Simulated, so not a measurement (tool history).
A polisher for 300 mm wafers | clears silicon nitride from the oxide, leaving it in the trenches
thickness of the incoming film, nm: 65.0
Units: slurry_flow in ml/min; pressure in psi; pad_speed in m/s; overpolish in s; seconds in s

run  hour  slurry_flow  pressure  pad_speed  overpolish  seconds
  1     0          275         2       1.04           7   113.49
  2   7.9          275       1.9       1.04           7   120.04
  3  10.8          275       1.8       1.04           7    125.5
  4  13.3          245       1.8       1.04           7   127.73
  5  17.5          245       1.8       1.04           5   127.46
  6  23.1          245       1.7       1.04           5   138.28
  7  29.4          245       1.6       1.04           5   143.86

Forecast run 8:
  8  35.2          240       1.3       1.04           5        ?

{"run 8": {"seconds": 175.71}}
